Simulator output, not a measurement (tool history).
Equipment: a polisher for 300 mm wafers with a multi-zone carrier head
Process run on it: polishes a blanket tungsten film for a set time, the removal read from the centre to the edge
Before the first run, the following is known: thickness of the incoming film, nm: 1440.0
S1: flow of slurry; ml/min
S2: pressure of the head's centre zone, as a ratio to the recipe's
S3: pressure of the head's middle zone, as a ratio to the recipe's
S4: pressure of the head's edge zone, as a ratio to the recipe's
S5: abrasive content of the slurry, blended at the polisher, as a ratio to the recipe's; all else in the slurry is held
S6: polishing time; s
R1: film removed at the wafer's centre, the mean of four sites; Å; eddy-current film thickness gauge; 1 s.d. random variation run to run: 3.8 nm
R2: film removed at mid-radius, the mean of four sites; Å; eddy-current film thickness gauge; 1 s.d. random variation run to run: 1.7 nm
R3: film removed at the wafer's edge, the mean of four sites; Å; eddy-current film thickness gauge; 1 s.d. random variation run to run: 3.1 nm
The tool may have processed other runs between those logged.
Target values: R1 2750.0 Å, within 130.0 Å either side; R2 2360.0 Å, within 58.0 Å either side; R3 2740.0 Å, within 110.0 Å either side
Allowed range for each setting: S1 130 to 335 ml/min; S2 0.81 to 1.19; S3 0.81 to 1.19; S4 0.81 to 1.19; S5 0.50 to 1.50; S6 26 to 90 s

run	hour	S1	S2	S3	S4	S5	S6	R1	R2	R3
1	0.0	215	1.00	1.00	1.00	1.00	58	3048.3	3133.9	3144.4
2	6.2	215	1.00	1.00	1.00	1.15	58	3183.1	3312.9	3322.0
3	10.9	205	1.00	0.95	0.98	1.05	58	3149.8	3087.5	3199.3
4	19.8	200	0.99	0.91	0.98	0.90	58	3000.0	2838.4	3095.2
5	26.2	200	0.99	0.84	0.98	0.90	58	2907.2	2633.8	3029.2
6	33.4	195	0.99	0.83	0.96	0.85	58	2936.0	2598.1	2950.2
7	37.3	165	0.99	0.81	0.99	0.60	57	2445.9	2164.6	2589.9
8	39.5	185	1.00	0.82	0.99	0.60	57	2604.1	2226.4	2598.3
9	47.3	195	1.00	0.82	1.00	0.60	57	2551.7	2237.2	2682.8
10	52.4	205	1.01	0.83	0.99	0.60	57	2641.8	2240.7	2662.6

4 next moves are on the table. One of them brings every result within its allowed miss. Which?
A	57.5	210	0.94	0.87	0.91	0.55	60	?	?	?
B	57.5	165	1.01	0.89	1.05	0.85	54	?	?	?
C	57.5	220	1.01	0.82	0.97	0.65	58	?	?	?
D	57.5	255	1.06	0.81	1.05	0.65	51	?	?	?

move	R1	R2	R3
A	2533.2	2433.4	2597.8
B	2674.7	2493.6	2817.8
C	2737.3	2378.5	2745.8
D	2533.3	2100.5	2537.1
A: the result that was furthest off in the last run now lies on the other side of its target
B: the result that was furthest off in the last run now lies on the other side of its target
C: every result within its allowed miss
D: the biggest miss grows against the last run
So the answer is move C, the one that meets all the targets.
